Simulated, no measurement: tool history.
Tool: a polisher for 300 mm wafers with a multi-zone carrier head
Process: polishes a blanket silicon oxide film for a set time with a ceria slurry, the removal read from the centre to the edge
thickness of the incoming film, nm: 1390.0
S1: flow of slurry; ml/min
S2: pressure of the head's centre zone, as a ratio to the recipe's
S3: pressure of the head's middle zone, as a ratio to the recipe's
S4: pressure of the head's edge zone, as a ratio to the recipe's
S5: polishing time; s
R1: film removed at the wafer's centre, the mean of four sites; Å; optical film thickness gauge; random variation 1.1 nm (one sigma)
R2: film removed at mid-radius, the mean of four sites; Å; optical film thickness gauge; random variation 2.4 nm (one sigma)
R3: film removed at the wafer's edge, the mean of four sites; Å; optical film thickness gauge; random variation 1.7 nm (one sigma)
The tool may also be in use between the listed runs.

{"run": 1, "day": 0.0, "S1": 245, "S2": 1.0, "S3": 1.0, "S4": 1.0, "S5": 32, "R1": 1938.2, "R2": 1944.0, "R3": 1907.3}
{"run": 2, "day": 0.317, "S1": 235, "S2": 0.97, "S3": 1.01, "S4": 1.0, "S5": 32, "R1": 1875.1, "R2": 1956.4, "R3": 1938.4}
{"run": 3, "day": 0.458, "S1": 235, "S2": 0.97, "S3": 1.01, "S4": 1.0, "S5": 38, "R1": 2221.4, "R2": 2331.9, "R3": 2288.3}
{"run": 4, "day": 0.758, "S1": 230, "S2": 0.94, "S3": 1.0, "S4": 0.97, "S5": 37, "R1": 2047.9, "R2": 2236.9, "R3": 2246.8}
{"run": 5, "day": 1.104, "S1": 230, "S2": 0.94, "S3": 1.05, "S4": 0.97, "S5": 37, "R1": 2087.2, "R2": 2412.9, "R3": 2175.9}
{"run": 6, "day": 1.462, "S1": 230, "S2": 0.92, "S3": 1.04, "S4": 0.95, "S5": 36, "R1": 1990.0, "R2": 2209.8, "R3": 2128.7}

The next listed run, before its measurement:
{"run": 7, "day": 1.771, "S1": 190, "S2": 0.82, "S3": 1.13, "S4": 0.87, "S5": 32, "R1": "?", "R2": "?", "R3": "?"}

R1: 1533.4 Å
R2: 2086.3 Å
R3: 1834.8 Å

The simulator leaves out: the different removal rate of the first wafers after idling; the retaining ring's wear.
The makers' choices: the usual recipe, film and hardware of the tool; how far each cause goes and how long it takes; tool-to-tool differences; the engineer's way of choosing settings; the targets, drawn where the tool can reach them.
